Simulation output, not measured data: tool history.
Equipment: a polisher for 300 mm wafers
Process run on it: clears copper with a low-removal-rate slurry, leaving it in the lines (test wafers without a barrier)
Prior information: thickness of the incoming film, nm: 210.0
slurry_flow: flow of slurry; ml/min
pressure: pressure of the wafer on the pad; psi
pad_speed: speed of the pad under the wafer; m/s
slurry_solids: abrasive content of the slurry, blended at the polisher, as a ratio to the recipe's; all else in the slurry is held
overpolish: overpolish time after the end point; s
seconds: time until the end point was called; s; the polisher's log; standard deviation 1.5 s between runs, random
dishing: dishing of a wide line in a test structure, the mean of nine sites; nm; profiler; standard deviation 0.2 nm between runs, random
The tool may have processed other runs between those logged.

Run 1, hour 0.0: slurry_flow 230 ml/min, pressure 2.1 psi, pad_speed 1.36 m/s, slurry_solids 1.00, overpolish 18 s. Result: seconds 71.739 s, dishing 28.356 nm.
Run 2, hour 5.3: slurry_flow 230 ml/min, pressure 2.1 psi, pad_speed 1.36 m/s, slurry_solids 0.90, overpolish 18 s. Result: seconds 72.757 s, dishing 27.328 nm.
Run 3, hour 11.8: slurry_flow 230 ml/min, pressure 2.0 psi, pad_speed 1.36 m/s, slurry_solids 0.85, overpolish 16 s. Result: seconds 74.920 s, dishing 24.219 nm.
Run 4, hour 16.8: slurry_flow 230 ml/min, pressure 1.9 psi, pad_speed 1.34 m/s, slurry_solids 0.85, overpolish 15 s. Result: seconds 81.018 s, dishing 22.847 nm.
Run 5, hour 25.1: slurry_flow 225 ml/min, pressure 1.8 psi, pad_speed 1.34 m/s, slurry_solids 0.80, overpolish 14 s. Result: seconds 84.178 s, dishing 21.142 nm.
Run 6, hour 29.9: slurry_flow 250 ml/min, pressure 1.8 psi, pad_speed 1.34 m/s, slurry_solids 0.80, overpolish 14 s. Result: seconds 84.228 s, dishing 19.978 nm.
Run 7, hour 33.2: slurry_flow 255 ml/min, pressure 1.7 psi, pad_speed 1.34 m/s, slurry_solids 0.80, overpolish 13 s. Result: seconds 85.316 s, dishing 18.712 nm.

Run 8, settings as shown, results not yet in. Your forecast:
Run 8, hour 40.4: slurry_flow 255 ml/min, pressure 1.6 psi, pad_speed 1.32 m/s, slurry_solids 0.80, overpolish 12 s. Result: seconds ?, dishing ?.

Run 8 yielded seconds 90.143 s, dishing 17.738 nm.

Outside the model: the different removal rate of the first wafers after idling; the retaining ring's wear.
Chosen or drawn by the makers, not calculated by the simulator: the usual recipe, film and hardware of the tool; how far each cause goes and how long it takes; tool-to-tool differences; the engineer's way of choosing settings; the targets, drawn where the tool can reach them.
